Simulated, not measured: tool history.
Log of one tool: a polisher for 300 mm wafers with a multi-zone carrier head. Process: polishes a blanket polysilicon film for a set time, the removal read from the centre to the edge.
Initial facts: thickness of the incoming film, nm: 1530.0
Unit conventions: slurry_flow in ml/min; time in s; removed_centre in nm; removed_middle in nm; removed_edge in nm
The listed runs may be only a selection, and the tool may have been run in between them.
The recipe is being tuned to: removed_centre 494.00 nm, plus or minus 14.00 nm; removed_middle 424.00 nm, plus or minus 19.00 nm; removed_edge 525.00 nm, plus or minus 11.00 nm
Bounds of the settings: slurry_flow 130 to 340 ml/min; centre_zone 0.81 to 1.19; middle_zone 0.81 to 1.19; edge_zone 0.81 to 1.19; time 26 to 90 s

run 1 hour=0.0 | slurry_flow=220 centre_zone=1.00 middle_zone=1.00 edge_zone=1.00 time=58 | removed_centre=569.11 removed_middle=507.20 removed_edge=522.13
run 2 hour=6.4 | slurry_flow=220 centre_zone=1.07 middle_zone=1.00 edge_zone=1.00 time=58 | removed_centre=603.53 removed_middle=505.65 removed_edge=525.95
run 3 hour=13.3 | slurry_flow=205 centre_zone=1.02 middle_zone=0.96 edge_zone=1.03 time=58 | removed_centre=573.75 removed_middle=500.55 removed_edge=528.32
run 4 hour=15.0 | slurry_flow=205 centre_zone=1.02 middle_zone=0.96 edge_zone=0.95 time=58 | removed_centre=577.79 removed_middle=499.05 removed_edge=504.36
run 5 hour=23.9 | slurry_flow=210 centre_zone=1.00 middle_zone=0.92 edge_zone=1.01 time=57 | removed_centre=550.71 removed_middle=472.00 removed_edge=515.10
run 6 hour=32.4 | slurry_flow=215 centre_zone=0.98 middle_zone=0.89 edge_zone=1.03 time=57 | removed_centre=540.68 removed_middle=449.71 removed_edge=528.44
-- hour=41.3 centre zone pressure recalibrated
run 7 hour=41.3 | slurry_flow=165 centre_zone=0.91 middle_zone=0.86 edge_zone=1.04 time=57 | removed_centre=443.63 removed_middle=428.75 removed_edge=514.16
run 8 hour=42.4 | slurry_flow=165 centre_zone=0.91 middle_zone=0.86 edge_zone=1.04 time=57 | removed_centre=438.19 removed_middle=431.63 removed_edge=512.01
run 9 hour=50.1 | slurry_flow=180 centre_zone=0.92 middle_zone=0.85 edge_zone=1.04 time=57 | removed_centre=453.94 removed_middle=428.08 removed_edge=519.07

Which of these 5 next moves meets every target?
run A hour=57.8 | slurry_flow=190 centre_zone=0.83 middle_zone=0.90 edge_zone=1.00 time=58 | removed_centre=? removed_middle=? removed_edge=?
run B hour=57.8 | slurry_flow=140 centre_zone=0.82 middle_zone=0.91 edge_zone=1.05 time=57 | removed_centre=? removed_middle=? removed_edge=?
run C hour=57.8 | slurry_flow=220 centre_zone=0.99 middle_zone=0.83 edge_zone=1.12 time=52 | removed_centre=? removed_middle=? removed_edge=?
run D hour=57.8 | slurry_flow=135 centre_zone=0.86 middle_zone=0.84 edge_zone=1.09 time=59 | removed_centre=? removed_middle=? removed_edge=?
run E hour=57.8 | slurry_flow=200 centre_zone=0.98 middle_zone=0.81 edge_zone=1.03 time=58 | removed_centre=? removed_middle=? removed_edge=?

move=A removed_centre=422.86 removed_middle=468.30 removed_edge=518.35
move=B removed_centre=392.88 removed_middle=446.58 removed_edge=506.93
move=C removed_centre=461.09 removed_middle=398.93 removed_edge=498.16
move=D removed_centre=424.05 removed_middle=430.38 removed_edge=533.15
move=E removed_centre=503.01 removed_middle=431.66 removed_edge=528.80
A: further off than the last run
B: further off than the last run
C: nearer than the last run, and not there yet
D: further off than the last run
E: all results in spec
So the answer is move E, the one that meets all the targets.

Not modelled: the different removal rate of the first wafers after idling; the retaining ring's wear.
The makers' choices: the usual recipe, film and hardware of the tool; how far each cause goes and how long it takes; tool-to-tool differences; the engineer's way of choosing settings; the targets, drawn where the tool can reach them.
